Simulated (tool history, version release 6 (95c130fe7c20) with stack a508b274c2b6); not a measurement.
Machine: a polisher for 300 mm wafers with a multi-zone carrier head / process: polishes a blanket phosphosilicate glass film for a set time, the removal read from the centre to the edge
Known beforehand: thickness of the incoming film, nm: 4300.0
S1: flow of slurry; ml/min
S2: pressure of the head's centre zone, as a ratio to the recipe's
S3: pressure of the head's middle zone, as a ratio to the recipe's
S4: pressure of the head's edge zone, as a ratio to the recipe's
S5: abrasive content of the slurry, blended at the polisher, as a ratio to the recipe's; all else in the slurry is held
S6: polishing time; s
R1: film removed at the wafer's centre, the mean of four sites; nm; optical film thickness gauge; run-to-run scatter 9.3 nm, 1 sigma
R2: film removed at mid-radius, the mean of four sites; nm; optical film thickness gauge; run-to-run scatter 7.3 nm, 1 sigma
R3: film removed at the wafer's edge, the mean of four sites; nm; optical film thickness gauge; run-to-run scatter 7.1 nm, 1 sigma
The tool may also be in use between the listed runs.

run,day,S1,S2,S3,S4,S5,S6,R1,R2,R3
1,0,200,1,1,1,1,82,985.27,946.08,987.93
2,0.025,165,1,1,1,1,82,935.33,910.56,949.64
3,0.288,155,0.98,1.04,0.95,0.85,81,789.26,832.59,837.16
4,0.454,155,0.98,1.04,1.02,0.85,81,798.51,822.84,842.87
5,0.571,155,0.98,1.04,1.02,1,81,907.8,936.02,945.86
6,0.654,155,0.98,1.04,0.98,1,81,907.76,926.94,906.37

Run 7 comes next. What will it give?
7,0.842,145,0.97,1.07,0.94,0.9,80,?,?,?

{"run 7": {"R1": 813, "R2": 835.88, "R3": 835.93}}

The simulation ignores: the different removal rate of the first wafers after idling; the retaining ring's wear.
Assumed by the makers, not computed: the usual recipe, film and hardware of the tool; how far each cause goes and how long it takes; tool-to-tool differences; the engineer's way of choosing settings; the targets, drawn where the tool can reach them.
